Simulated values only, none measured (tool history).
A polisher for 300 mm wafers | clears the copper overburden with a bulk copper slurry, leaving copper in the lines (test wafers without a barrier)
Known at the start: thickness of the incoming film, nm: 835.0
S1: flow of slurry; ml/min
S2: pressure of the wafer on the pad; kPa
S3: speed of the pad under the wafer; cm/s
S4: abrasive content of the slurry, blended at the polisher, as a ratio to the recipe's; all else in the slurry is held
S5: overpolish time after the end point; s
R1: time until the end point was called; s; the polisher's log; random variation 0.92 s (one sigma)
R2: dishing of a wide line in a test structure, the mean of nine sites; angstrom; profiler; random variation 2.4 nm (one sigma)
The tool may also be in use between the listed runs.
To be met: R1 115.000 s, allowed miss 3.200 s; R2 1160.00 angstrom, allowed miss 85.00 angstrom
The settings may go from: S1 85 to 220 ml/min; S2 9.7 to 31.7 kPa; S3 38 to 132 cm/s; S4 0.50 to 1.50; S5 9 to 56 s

Run 1, hour 0.0: S1 140 ml/min, S2 20.7 kPa, S3 84 cm/s, S4 1.00, S5 29 s. Result: R1 88.654 s, R2 1214.50 angstrom.
Run 2, hour 5.6: S1 110 ml/min, S2 20.7 kPa, S3 84 cm/s, S4 1.00, S5 29 s. Result: R1 92.635 s, R2 1160.90 angstrom.
Run 3, hour 9.8: S1 105 ml/min, S2 19.3 kPa, S3 84 cm/s, S4 1.00, S5 32 s. Result: R1 101.640 s, R2 1162.40 angstrom.
Run 4, hour 13.8: S1 100 ml/min, S2 18.6 kPa, S3 84 cm/s, S4 1.00, S5 33 s. Result: R1 105.440 s, R2 1165.30 angstrom.
Run 5, hour 19.6: S1 100 ml/min, S2 13.8 kPa, S3 84 cm/s, S4 1.00, S5 33 s. Result: R1 140.410 s, R2 918.80 angstrom.
Run 6, hour 24.2: S1 100 ml/min, S2 13.8 kPa, S3 84 cm/s, S4 0.85, S5 33 s. Result: R1 146.330 s, R2 883.08 angstrom.
Run 7, hour 27.7: S1 120 ml/min, S2 14.5 kPa, S3 84 cm/s, S4 0.85, S5 35 s. Result: R1 133.890 s, R2 1021.30 angstrom.
Run 8, hour 35.5: S1 135 ml/min, S2 14.5 kPa, S3 84 cm/s, S4 0.85, S5 35 s. Result: R1 129.170 s, R2 1054.00 angstrom.
Run 9, hour 36.3: S1 145 ml/min, S2 14.5 kPa, S3 84 cm/s, S4 0.85, S5 35 s. Result: R1 127.930 s, R2 998.24 angstrom.
Run 10, hour 42.7: S1 155 ml/min, S2 14.5 kPa, S3 84 cm/s, S4 0.85, S5 37 s. Result: R1 127.480 s, R2 1053.10 angstrom.
Run 11, hour 44.1: S1 165 ml/min, S2 14.5 kPa, S3 84 cm/s, S4 0.85, S5 38 s. Result: R1 126.820 s, R2 1077.20 angstrom.
Run 12, hour 44.8: S1 165 ml/min, S2 14.5 kPa, S3 84 cm/s, S4 0.85, S5 38 s. Result: R1 124.290 s, R2 1075.00 angstrom.
Run 13, hour 46.1: S1 175 ml/min, S2 14.5 kPa, S3 84 cm/s, S4 0.85, S5 39 s. Result: R1 126.170 s, R2 1072.90 angstrom.
Run 14, hour 47.9: S1 180 ml/min, S2 15.2 kPa, S3 84 cm/s, S4 0.85, S5 39 s. Result: R1 118.800 s, R2 1134.70 angstrom.
Run 15, hour 50.8: S1 185 ml/min, S2 15.2 kPa, S3 84 cm/s, S4 0.85, S5 39 s. Result: R1 118.780 s, R2 1122.20 angstrom.

5 next moves are on the table. One of them brings every result within its allowed miss. Which?
Run A, hour 53.7: S1 200 ml/min, S2 17.9 kPa, S3 74 cm/s, S4 0.70, S5 51 s. Result: R1 ?, R2 ?.
Run B, hour 53.7: S1 145 ml/min, S2 17.2 kPa, S3 74 cm/s, S4 1.05, S5 37 s. Result: R1 ?, R2 ?.
Run C, hour 53.7: S1 185 ml/min, S2 15.9 kPa, S3 70 cm/s, S4 1.05, S5 39 s. Result: R1 ?, R2 ?.
Run D, hour 53.7: S1 155 ml/min, S2 13.8 kPa, S3 90 cm/s, S4 0.95, S5 52 s. Result: R1 ?, R2 ?.
Run E, hour 53.7: S1 180 ml/min, S2 16.5 kPa, S3 70 cm/s, S4 0.95, S5 55 s. Result: R1 ?, R2 ?.

move       R1       R2
   A  114.960  1320.60
   B  115.770  1145.00
   C  126.390  1106.50
   D  123.040  1209.80
   E  124.240  1292.20
A: brings the result that was furthest off to its target, and leaves another outside
B: meets every target
C: further off than the last run
D: further off than the last run
E: further off than the last run
The right move is B.
